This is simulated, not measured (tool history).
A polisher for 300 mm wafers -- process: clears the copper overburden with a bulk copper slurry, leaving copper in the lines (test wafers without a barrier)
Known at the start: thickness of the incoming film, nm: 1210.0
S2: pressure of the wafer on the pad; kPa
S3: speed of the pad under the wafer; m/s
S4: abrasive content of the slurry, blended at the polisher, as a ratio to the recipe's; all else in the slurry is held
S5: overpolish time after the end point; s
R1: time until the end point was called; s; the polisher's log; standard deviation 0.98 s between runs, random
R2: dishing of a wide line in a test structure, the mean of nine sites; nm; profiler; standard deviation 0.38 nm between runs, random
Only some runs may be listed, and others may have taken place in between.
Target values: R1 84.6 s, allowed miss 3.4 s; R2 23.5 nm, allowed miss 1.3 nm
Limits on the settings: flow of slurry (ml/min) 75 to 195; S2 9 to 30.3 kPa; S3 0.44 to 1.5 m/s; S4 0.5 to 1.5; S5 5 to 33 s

run 1 hour=0 | flow_of_slurry_(ml/min)=125 S2=19.3 S3=0.96 S4=1 S5=17 | R1=138.33 R2=22.523
run 2 hour=1.1 | flow_of_slurry_(ml/min)=130 S2=21.4 S3=0.96 S4=1 S5=17 | R1=123.12 R2=23.392
run 3 hour=8.4 | flow_of_slurry_(ml/min)=120 S2=22.8 S3=1 S4=1 S5=14 | R1=116.2 R2=23.369
run 4 hour=15.4 | flow_of_slurry_(ml/min)=125 S2=23.4 S3=1.04 S4=1 S5=12 | R1=106.19 R2=23.002
run 5 hour=16.2 | flow_of_slurry_(ml/min)=135 S2=24.1 S3=1.04 S4=1 S5=12 | R1=101.67 R2=23.478
run 6 hour=18.4 | flow_of_slurry_(ml/min)=135 S2=24.1 S3=1.04 S4=1 S5=5 | R1=101.5 R2=20.717
run 7 hour=23.2 | flow_of_slurry_(ml/min)=135 S2=24.1 S3=1.04 S4=1 S5=5 | R1=101.28 R2=20.278
run 8 hour=23.8 | flow_of_slurry_(ml/min)=140 S2=24.8 S3=1.04 S4=1 S5=6 | R1=96.448 R2=21.741

Below are 4 possible settings for the next run. Only one of them brings all results inside the allowed miss of their targets. Which is it?
run A hour=24.4 | flow_of_slurry_(ml/min)=135 S2=20 S3=1.08 S4=1 S5=5 | R1=? R2=?
run B hour=24.4 | flow_of_slurry_(ml/min)=145 S2=24.1 S3=1.06 S4=1.25 S5=10 | R1=? R2=?
run C hour=24.4 | flow_of_slurry_(ml/min)=170 S2=24.8 S3=1.18 S4=1 S5=11 | R1=? R2=?
run D hour=24.4 | flow_of_slurry_(ml/min)=155 S2=22.8 S3=1.22 S4=1 S5=5 | R1=? R2=?

move=A R1=118.32 R2=20.488
move=B R1=94.441 R2=24.074
move=C R1=84.426 R2=24.256
move=D R1=90.329 R2=22.216
A: its largest miss is bigger than the last run's
B: closer than the last run, but not yet in spec
C: every result lands within tolerance
D: closer than the last run, but not yet in spec
C meets every target.
